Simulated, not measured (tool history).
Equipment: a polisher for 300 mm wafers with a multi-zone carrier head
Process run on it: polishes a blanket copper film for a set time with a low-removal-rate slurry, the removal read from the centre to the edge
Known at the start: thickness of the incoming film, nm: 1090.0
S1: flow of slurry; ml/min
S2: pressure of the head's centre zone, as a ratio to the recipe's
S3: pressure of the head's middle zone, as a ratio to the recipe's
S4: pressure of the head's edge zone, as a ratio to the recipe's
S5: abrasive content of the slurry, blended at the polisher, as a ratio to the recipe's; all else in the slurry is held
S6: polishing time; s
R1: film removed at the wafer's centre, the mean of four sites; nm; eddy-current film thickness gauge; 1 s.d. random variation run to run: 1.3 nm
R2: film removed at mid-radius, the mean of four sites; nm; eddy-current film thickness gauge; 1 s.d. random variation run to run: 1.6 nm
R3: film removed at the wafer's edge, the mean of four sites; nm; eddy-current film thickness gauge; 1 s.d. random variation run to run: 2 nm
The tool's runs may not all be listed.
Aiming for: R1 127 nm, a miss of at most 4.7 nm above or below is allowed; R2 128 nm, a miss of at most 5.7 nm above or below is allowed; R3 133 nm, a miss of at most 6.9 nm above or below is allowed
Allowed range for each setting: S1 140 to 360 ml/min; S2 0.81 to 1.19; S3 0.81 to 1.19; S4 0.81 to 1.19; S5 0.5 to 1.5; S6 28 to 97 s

run  hour   S1    S2    S3    S4    S5  S6      R1      R2      R3
  1     0  230     1     1     1     1  62  152.16  149.51  154.39
  2   3.1  230     1     1     1   1.2  62     156  150.77  158.17
  3   8.4  225  0.98  0.98  0.97   1.1  61   144.9  147.47  149.48
  4  16.2  225  0.98  0.98  1.01   1.1  61  145.98   148.2  151.36
  5  24.5  225  1.03  0.98  1.01   1.1  61  156.91   147.2  151.38
  6  30.7  200  1.03  0.98  1.01   1.1  61  146.74   145.1  152.23
  7  36.6  195  1.03  0.95  0.99  1.05  60   146.8  136.69  143.42
  8  41.6  185  1.01  0.94  0.98     1  60  142.41  132.74  137.65
  9  48.4  175  0.99  0.94  0.99     1  60  139.14  133.22  141.32
 10  52.9  170  0.97  0.94  0.98  0.95  60  130.09  128.08  138.45
 11  54.8  170  0.97  0.95  0.96  0.95  60  130.93  131.03  141.12

Which of these 4 next moves meets every target?
  A  56.7  220  1.03  0.94  1.03  0.6  60   ?   ?   ?
  B  56.7  145  0.87  0.81  1.03  0.8  71   ?   ?   ?
  C  56.7  205  0.99     1  1.05  1.1  53   ?   ?   ?
  D  56.7  200  1.06  0.94  0.89    1  56   ?   ?   ?

move      R1      R2      R3
   A  139.25  128.83  139.16
   B  131.73  129.25  161.45
   C  126.76  128.69  133.46
   D  140.77  126.74  128.24
A: the worst result of the last run now meets its target, but another is out of spec
B: the biggest miss grows against the last run
C: every result within its allowed miss
D: the worst result of the last run now meets its target, but another is out of spec
C is the move that brings every result within its allowed miss.
